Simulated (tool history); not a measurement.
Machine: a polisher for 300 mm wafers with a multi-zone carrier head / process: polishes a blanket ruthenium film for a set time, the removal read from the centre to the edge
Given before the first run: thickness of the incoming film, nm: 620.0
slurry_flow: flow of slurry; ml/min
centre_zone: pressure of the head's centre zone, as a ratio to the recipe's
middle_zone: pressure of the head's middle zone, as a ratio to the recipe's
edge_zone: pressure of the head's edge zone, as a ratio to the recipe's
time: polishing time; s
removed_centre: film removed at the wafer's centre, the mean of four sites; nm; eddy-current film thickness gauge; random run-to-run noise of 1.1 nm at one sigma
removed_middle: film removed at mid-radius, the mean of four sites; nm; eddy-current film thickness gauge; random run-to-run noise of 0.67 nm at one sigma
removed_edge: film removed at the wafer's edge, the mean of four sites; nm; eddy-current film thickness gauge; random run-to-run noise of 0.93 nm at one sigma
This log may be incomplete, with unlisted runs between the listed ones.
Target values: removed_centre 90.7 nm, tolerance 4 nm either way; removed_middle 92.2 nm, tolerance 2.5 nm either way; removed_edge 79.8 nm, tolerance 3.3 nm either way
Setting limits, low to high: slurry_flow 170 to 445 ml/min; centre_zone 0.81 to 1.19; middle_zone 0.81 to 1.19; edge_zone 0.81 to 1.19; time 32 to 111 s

run	hour	slurry_flow	centre_zone	middle_zone	edge_zone	time	removed_centre	removed_middle	removed_edge
1	0	285	1	1	1	71	58.371	58.955	58.498
2	3	300	1.05	1.06	1.02	78	68.322	66.636	63.655
3	6.8	310	1.06	1.1	1.02	84	73.465	73.583	70.142
4	9	310	1.06	1.1	1.02	76	66.977	67.06	62.716
5	17.3	310	1.06	1.1	1.02	63	54.512	55.523	52.113
6	23.5	365	1.06	1.1	1.02	63	55.559	56.731	53.353
7	31.7	370	1.07	1.13	1	74	66.489	67.382	62.74
8	35.5	365	1.07	1.15	0.96	81	73.017	75.043	66.148
9	37.3	370	1.08	1.16	0.96	86	76.896	78.968	70.912
10	42.2	365	1.09	1.17	0.94	90	82.935	84.027	73.229
11	43.7	370	1.09	1.18	0.94	92	83.63	86.835	73.217
12	50	375	1.1	1.18	0.95	94	86.596	89.46	77.656

Next run, 5 choices. One meets every target within its allowed miss, the rest don't. Which?
A	56.3	445	0.96	1.16	1.19	97	?	?	?
B	56.3	195	1.09	1.05	0.85	107	?	?	?
C	56.3	400	1.09	1.14	1.04	91	?	?	?
D	56.3	440	0.93	1.13	0.82	100	?	?	?
E	56.3	360	1.12	1.19	0.99	97	?	?	?

move	removed_centre	removed_middle	removed_edge
A	79.049	91.983	86.553
B	89.3	86.068	80.488
C	83.566	84.52	77.305
D	78.847	93.026	79.844
E	90.715	92.144	80.605
A: gets the furthest-off result to its target, but another result is out of tolerance
B: lands further from the targets than the last run did
C: lands further from the targets than the last run did
D: gets the furthest-off result to its target, but another result is out of tolerance
E: in spec on every target
Go with E: it meets all targets.
